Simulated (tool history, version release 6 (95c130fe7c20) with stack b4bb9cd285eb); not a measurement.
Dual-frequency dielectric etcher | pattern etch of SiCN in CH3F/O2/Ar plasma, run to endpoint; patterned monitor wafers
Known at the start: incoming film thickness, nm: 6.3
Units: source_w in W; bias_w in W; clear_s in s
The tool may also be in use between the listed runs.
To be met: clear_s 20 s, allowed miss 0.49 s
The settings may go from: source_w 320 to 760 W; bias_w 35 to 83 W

run  hour  source_w  bias_w  clear_s
  1     0       540      59   17.247
  2     4       540      67   16.246
  3  12.5       480      64   17.362
  4    21       440      62   18.145
  5  23.8       440      68   17.183
  6  31.7       410      65   18.302
  7  36.9       390      64   18.463
  8  43.6       370      62   19.102

5 next moves are on the table. One of them brings every result within its allowed miss. Which?
  A  50.3       320      63        ?
  B  50.3       370      70        ?
  C  50.3       380      66        ?
  D  50.3       400      62        ?
  E  50.3       400      71        ?

move  clear_s
   A   19.753
   B   17.916
   C   18.267
   D   18.505
   E   17.348
A: meets every target
B: further off than the last run
C: further off than the last run
D: further off than the last run
E: further off than the last run
Move A is the one to make.
